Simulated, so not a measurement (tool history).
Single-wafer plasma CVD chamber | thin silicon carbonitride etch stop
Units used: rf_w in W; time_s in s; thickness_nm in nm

{"run": 1, "day": 0.0, "rf_w": 225, "time_s": 11.7, "thickness_nm": 7.3656}
{"run": 2, "day": 0.1, "rf_w": 225, "time_s": 13.3, "thickness_nm": 8.37}
{"run": 3, "day": 0.162, "rf_w": 210, "time_s": 12.3, "thickness_nm": 7.6086}
{"run": 4, "day": 0.417, "rf_w": 200, "time_s": 11.5, "thickness_nm": 6.9765}
{"run": 5, "day": 0.442, "rf_w": 200, "time_s": 9.9, "thickness_nm": 6.0098}
{"run": 6, "day": 0.746, "rf_w": 200, "time_s": 9.2, "thickness_nm": 5.5559}
{"run": 7, "day": 0.929, "rf_w": 195, "time_s": 9.2, "thickness_nm": 5.5569}

Run 8 has not been measured yet. What should we expect?
{"run": 8, "day": 1.246, "rf_w": 190, "time_s": 9.2, "thickness_nm": "?"}

{"run 8": {"thickness_nm": 5.4388}}
